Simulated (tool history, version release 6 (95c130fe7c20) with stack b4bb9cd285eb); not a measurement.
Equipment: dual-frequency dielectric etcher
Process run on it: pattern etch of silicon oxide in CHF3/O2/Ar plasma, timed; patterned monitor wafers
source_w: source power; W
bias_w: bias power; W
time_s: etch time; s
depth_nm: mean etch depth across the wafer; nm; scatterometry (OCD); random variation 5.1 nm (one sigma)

| run | hour | source_w | bias_w | time_s | depth_nm |
|---|---|---|---|---|---|
| 1 | 0.0 | 560 | 137 | 661.5 | 1245.7 |
| 2 | 8.2 | 520 | 130 | 661.5 | 1183.6 |
| 3 | 16.1 | 490 | 126 | 661.5 | 1142.6 |
| 4 | 19.7 | 470 | 123 | 661.5 | 1109.4 |
| 5 | 21.7 | 470 | 114 | 661.5 | 1079.9 |
| 6 | 24.4 | 550 | 114 | 661.5 | 1136.4 |

For run 7, what comes out?
| 7 | 27.4 | 520 | 112 | 661.5 | ? |

{"run 7": {"depth_nm": 1111.2}}

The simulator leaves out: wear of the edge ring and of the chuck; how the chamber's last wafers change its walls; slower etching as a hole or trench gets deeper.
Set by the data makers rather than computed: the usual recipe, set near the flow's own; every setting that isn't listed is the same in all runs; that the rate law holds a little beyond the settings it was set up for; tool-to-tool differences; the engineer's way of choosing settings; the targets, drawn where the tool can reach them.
